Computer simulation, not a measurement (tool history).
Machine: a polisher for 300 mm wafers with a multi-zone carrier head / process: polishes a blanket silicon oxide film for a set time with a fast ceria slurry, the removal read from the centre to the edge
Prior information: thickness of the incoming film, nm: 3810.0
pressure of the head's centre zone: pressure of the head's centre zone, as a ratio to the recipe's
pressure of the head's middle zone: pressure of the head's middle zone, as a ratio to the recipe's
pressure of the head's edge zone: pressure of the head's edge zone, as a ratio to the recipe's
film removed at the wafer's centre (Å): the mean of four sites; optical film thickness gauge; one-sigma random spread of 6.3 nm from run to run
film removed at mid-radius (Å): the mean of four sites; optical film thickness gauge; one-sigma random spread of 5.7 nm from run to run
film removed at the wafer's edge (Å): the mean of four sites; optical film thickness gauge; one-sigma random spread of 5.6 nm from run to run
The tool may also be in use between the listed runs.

| run | day | flow of slurry (ml/min) | pressure of the head's centre zone | pressure of the head's middle zone | pressure of the head's edge zone | polishing time (s) | film removed at the wafer's centre (Å) | film removed at mid-radius (Å) | film removed at the wafer's edge (Å) |
|---|---|---|---|---|---|---|---|---|---|
| 1 | 0.000 | 160 | 1.00 | 1.00 | 1.00 | 60 | 8610.4 | 8740.7 | 8852.9 |
| 2 | 0.138 | 160 | 1.00 | 1.03 | 1.00 | 60 | 8772.2 | 9133.6 | 8774.9 |
| 3 | 0.475 | 155 | 0.96 | 1.04 | 0.96 | 49 | 6769.6 | 7471.8 | 6988.3 |
| 4 | 0.796 | 155 | 0.96 | 1.04 | 1.00 | 49 | 6753.1 | 7504.8 | 7114.1 |
| 5 | 1.088 | 180 | 0.96 | 1.04 | 1.00 | 49 | 6914.2 | 7641.8 | 7201.4 |
| 6 | 1.296 | 180 | 0.90 | 1.04 | 1.00 | 49 | 6660.0 | 7738.6 | 7301.9 |
| 7 | 1.496 | 175 | 0.89 | 1.04 | 0.96 | 42 | 5614.4 | 6571.1 | 6207.6 |
| 8 | 1.771 | 140 | 0.88 | 1.09 | 0.86 | 33 | 4151.3 | 5135.1 | 4411.1 |
| 9 | 1.917 | 140 | 0.88 | 1.09 | 0.86 | 33 | 4075.6 | 5145.7 | 4323.5 |

What does the tool deliver on the next run?
| 10 | 1.962 | 150 | 0.88 | 1.08 | 0.87 | 33 | ? | ? | ? |

film removed at the wafer's centre (Å): 4137.2
film removed at mid-radius (Å): 5184.5
film removed at the wafer's edge (Å): 4557.2
